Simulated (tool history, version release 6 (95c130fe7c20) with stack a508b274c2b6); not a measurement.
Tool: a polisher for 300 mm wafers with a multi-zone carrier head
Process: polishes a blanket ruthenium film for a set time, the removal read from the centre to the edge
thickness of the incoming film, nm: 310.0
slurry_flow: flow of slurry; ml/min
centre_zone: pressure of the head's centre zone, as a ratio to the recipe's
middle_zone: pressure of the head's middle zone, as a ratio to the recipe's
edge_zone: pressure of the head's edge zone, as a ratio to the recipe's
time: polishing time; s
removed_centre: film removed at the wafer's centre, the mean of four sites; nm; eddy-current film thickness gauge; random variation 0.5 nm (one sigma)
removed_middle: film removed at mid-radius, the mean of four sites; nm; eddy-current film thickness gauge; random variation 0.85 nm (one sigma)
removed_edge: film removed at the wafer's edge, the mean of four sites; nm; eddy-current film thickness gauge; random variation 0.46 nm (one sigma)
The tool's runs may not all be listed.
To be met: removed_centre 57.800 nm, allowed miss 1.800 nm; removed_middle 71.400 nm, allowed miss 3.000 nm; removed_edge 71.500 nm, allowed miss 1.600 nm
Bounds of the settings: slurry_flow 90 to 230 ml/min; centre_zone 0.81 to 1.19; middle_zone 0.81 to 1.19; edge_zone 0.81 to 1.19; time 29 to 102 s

run,hour,slurry_flow,centre_zone,middle_zone,edge_zone,time,removed_centre,removed_middle,removed_edge
1,0.0,150,1.00,1.00,1.00,65,52.059,50.089,50.999
2,0.6,150,1.00,1.04,1.00,65,52.777,51.496,51.304
3,4.8,150,1.00,1.04,1.00,78,61.395,62.386,62.104
4,11.0,175,1.00,1.04,1.00,78,63.900,63.358,63.163
5,12.3,175,1.04,1.04,1.00,78,67.828,64.845,62.951
6,19.9,170,1.02,1.06,1.02,79,65.336,64.869,64.648
7,22.5,170,1.00,1.08,1.03,80,65.430,67.096,64.538
8,30.7,165,0.97,1.08,1.04,82,64.895,69.206,67.102
9,32.2,160,0.95,1.08,1.06,83,64.355,68.370,68.751
10,38.0,150,0.85,1.18,1.12,84,56.584,75.890,69.527

Which of these 4 next moves meets every target?
A,43.8,155,0.82,1.09,1.11,82,?,?,?
B,43.8,150,0.88,1.19,1.07,83,?,?,?
C,43.8,170,0.85,1.11,1.17,83,?,?,?
D,43.8,135,0.83,1.11,1.19,84,?,?,?

move,removed_centre,removed_middle,removed_edge
A,53.611,69.142,67.625
B,57.895,74.980,66.911
C,57.353,72.268,70.999
D,53.845,69.924,70.135
A: brings the result that was furthest off to its target, and leaves another outside
B: further off than the last run
C: meets every target
D: brings the result that was furthest off to its target, and leaves another outside
Move C is the one to make.
